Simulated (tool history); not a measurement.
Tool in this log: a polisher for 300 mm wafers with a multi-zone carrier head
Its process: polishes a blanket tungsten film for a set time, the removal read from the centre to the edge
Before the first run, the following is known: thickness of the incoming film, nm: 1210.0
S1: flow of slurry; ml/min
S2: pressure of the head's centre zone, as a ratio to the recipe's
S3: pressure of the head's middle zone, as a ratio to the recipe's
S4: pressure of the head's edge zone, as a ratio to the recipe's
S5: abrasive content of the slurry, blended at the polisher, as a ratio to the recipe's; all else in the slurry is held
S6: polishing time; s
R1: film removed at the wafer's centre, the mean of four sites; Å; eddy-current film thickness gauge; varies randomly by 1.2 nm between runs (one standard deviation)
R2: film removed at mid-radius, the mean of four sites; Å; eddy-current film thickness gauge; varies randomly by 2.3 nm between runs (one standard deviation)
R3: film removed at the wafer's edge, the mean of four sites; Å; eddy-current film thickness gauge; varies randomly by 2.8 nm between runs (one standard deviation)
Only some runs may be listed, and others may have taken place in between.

run,day,S1,S2,S3,S4,S5,S6,R1,R2,R3
1,0,170,1,1,1,1,69,3344.8,3326.4,3273.3
2,0.158,170,1,1,1,0.8,69,3170.7,3215.7,3207.4
3,0.267,170,1,1,0.96,0.8,69,3203.5,3258,3086
4,0.454,170,1.05,1,0.96,0.8,69,3310.6,3251.2,3066.2
5,0.796,170,1.05,1,1.04,0.8,69,3319.4,3207.8,3156.9
6,1.146,165,1.03,0.98,1.02,0.75,63,2899.1,2846.3,2902.2
7,1.462,160,1.03,0.96,0.99,0.7,58,2636.3,2548.6,2530.9
8,1.533,150,1,0.93,0.97,0.65,57,2467.4,2324.7,2388.3
9,1.592,140,0.96,0.92,0.94,0.6,57,2270.4,2225.8,2318.1

Estimate the outcome of run 10 from the log above:
10,1.938,135,0.94,0.91,0.91,0.6,57,?,?,?

Run 10 produced R1 2216.9 Å, R2 2209.6 Å, R3 2235.7 Å.
